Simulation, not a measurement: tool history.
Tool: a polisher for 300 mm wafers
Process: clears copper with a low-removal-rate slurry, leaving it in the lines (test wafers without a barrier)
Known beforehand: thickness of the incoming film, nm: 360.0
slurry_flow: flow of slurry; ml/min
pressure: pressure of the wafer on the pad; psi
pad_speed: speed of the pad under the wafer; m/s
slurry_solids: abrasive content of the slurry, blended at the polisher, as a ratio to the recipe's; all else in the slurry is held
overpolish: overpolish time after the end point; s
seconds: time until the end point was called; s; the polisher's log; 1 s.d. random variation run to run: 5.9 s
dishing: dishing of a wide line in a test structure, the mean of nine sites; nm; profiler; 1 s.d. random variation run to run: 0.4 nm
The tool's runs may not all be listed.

| run | hour | slurry_flow | pressure | pad_speed | slurry_solids | overpolish | seconds | dishing |
|---|---|---|---|---|---|---|---|---|
| 1 | 0.0 | 305 | 2.3 | 1.10 | 1.0 | 14 | 155.64 | 20.838 |
| 2 | 8.5 | 305 | 2.3 | 1.10 | 1.0 | 19 | 157.82 | 25.353 |
| 3 | 9.5 | 305 | 2.2 | 1.08 | 1.0 | 19 | 165.57 | 25.469 |
| 4 | 12.6 | 245 | 2.2 | 1.08 | 1.0 | 19 | 174.41 | 24.446 |
| 5 | 19.2 | 245 | 2.2 | 0.86 | 1.0 | 19 | 200.18 | 20.804 |
| 6 | 26.5 | 245 | 2.1 | 0.86 | 1.0 | 19 | 217.66 | 20.991 |
| 7 | 35.2 | 245 | 2.0 | 0.86 | 1.0 | 19 | 222.18 | 20.142 |
| 8 | 38.5 | 245 | 1.9 | 0.86 | 1.0 | 19 | 240.87 | 18.739 |

Estimate the outcome of run 9 from the log above:
| 9 | 41.1 | 245 | 1.4 | 0.84 | 1.0 | 21 | ? | ? |

seconds: 312.75 s
dishing: 15.495 nm
